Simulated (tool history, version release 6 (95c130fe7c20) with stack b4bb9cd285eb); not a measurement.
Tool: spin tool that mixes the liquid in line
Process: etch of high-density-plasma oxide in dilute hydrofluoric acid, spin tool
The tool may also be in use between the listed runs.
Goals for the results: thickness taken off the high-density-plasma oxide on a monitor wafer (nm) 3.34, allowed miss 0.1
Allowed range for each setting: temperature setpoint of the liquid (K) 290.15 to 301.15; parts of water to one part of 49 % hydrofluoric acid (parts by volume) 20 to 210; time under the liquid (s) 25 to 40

run,hour,temperature setpoint of the liquid (K),parts of water to one part of 49 % hydrofluoric acid (parts by volume),time under the liquid (s),thickness taken off the high-density-plasma oxide on a monitor wafer (nm)
1,0,293.15,115,40,2.5151
2,2.3,290.15,115,40,2.2765
3,8.1,290.15,115,40,2.2773
4,10,291.15,115,40,2.3305
5,10.9,292.15,115,40,2.4131
6,13.3,293.15,115,40,2.5289
7,16.4,293.15,115,40,2.5153
8,22.3,294.15,115,40,2.6304
# hour 29.3: hydrofluoric acid flow meter replaced
9,29.3,294.65,115,40,2.8649
10,31,295.15,115,40,2.8933

Which of these 4 next moves meets every target?
A,32.7,295.65,100,40,?
B,32.7,295.65,105,40,?
C,32.7,296.15,100,40,?
D,32.7,294.65,95,40,?

move,thickness taken off the high-density-plasma oxide on a monitor wafer (nm)
A,3.5262
B,3.3385
C,3.5975
D,3.5858
A: pushes the last run's worst result past its target
B: each result inside its tolerance
C: pushes the last run's worst result past its target
D: pushes the last run's worst result past its target
B is the move that brings every result within its allowed miss.

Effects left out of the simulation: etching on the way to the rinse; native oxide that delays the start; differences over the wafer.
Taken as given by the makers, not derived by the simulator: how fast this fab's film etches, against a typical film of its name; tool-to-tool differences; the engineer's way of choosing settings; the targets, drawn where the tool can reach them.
